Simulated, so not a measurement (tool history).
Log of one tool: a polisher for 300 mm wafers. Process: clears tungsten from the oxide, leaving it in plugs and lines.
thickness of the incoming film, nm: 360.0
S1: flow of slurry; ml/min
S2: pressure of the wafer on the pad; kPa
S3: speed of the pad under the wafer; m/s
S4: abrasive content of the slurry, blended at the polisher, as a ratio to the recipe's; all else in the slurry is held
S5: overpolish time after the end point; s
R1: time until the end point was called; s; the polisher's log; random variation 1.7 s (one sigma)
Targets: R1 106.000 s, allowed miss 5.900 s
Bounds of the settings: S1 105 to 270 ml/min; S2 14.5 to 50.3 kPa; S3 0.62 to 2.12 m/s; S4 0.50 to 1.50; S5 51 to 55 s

Run 1, day 0.000: S1 175 ml/min, S2 32.4 kPa, S3 1.36 m/s, S4 1.00, S5 51 s. Result: R1 46.120 s.
Run 2, day 0.179: S1 175 ml/min, S2 32.4 kPa, S3 1.58 m/s, S4 1.00, S5 51 s. Result: R1 39.813 s.
Run 3, day 0.246: S1 175 ml/min, S2 32.4 kPa, S3 1.34 m/s, S4 1.00, S5 51 s. Result: R1 46.978 s.
Run 4, day 0.300: S1 175 ml/min, S2 30.3 kPa, S3 1.30 m/s, S4 1.00, S5 51 s. Result: R1 50.983 s.
Run 5, day 0.492: S1 175 ml/min, S2 30.3 kPa, S3 1.30 m/s, S4 1.00, S5 55 s. Result: R1 50.641 s.
Run 6, day 0.858: S1 175 ml/min, S2 29.0 kPa, S3 1.26 m/s, S4 1.00, S5 55 s. Result: R1 55.288 s.
Run 7, day 0.958: S1 170 ml/min, S2 20.0 kPa, S3 1.00 m/s, S4 0.95, S5 55 s. Result: R1 97.150 s.
Run 8, day 0.979: S1 170 ml/min, S2 17.2 kPa, S3 1.00 m/s, S4 0.95, S5 55 s. Result: R1 112.520 s.

4 next moves are on the table. One of them brings every result within its allowed miss. Which?
Run A, day 1.000: S1 160 ml/min, S2 15.9 kPa, S3 1.02 m/s, S4 0.95, S5 51 s. Result: R1 ?.
Run B, day 1.000: S1 185 ml/min, S2 14.5 kPa, S3 1.06 m/s, S4 1.10, S5 51 s. Result: R1 ?.
Run C, day 1.000: S1 190 ml/min, S2 17.2 kPa, S3 0.88 m/s, S4 0.95, S5 54 s. Result: R1 ?.
Run D, day 1.000: S1 175 ml/min, S2 17.9 kPa, S3 1.00 m/s, S4 0.95, S5 55 s. Result: R1 ?.

move       R1
   A  120.530
   B  119.310
   C  123.560
   D  107.790
A: further off than the last run
B: further off than the last run
C: further off than the last run
D: meets every target
The right move is D.

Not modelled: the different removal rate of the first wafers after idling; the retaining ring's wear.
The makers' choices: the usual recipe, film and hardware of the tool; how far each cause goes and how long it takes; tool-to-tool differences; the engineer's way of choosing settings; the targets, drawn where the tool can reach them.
